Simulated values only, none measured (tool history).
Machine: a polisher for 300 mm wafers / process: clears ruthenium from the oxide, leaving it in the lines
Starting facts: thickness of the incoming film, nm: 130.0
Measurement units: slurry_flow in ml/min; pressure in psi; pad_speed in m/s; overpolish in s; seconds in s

| run | day | slurry_flow | pressure | pad_speed | overpolish | seconds |
|---|---|---|---|---|---|---|
| 1 | 0.000 | 305 | 2.4 | 1.24 | 8 | 70.933 |
| 2 | 0.321 | 305 | 2.5 | 1.24 | 8 | 69.971 |
| 3 | 0.608 | 305 | 2.6 | 1.24 | 8 | 67.059 |
| 4 | 0.858 | 305 | 2.2 | 1.24 | 8 | 76.437 |
| 5 | 1.104 | 305 | 2.3 | 1.24 | 8 | 74.229 |
| 6 | 1.446 | 305 | 2.4 | 1.24 | 8 | 71.789 |

What will run 7 give?
| 7 | 1.725 | 305 | 2.5 | 1.24 | 8 | ? |

seconds: 68.607 s

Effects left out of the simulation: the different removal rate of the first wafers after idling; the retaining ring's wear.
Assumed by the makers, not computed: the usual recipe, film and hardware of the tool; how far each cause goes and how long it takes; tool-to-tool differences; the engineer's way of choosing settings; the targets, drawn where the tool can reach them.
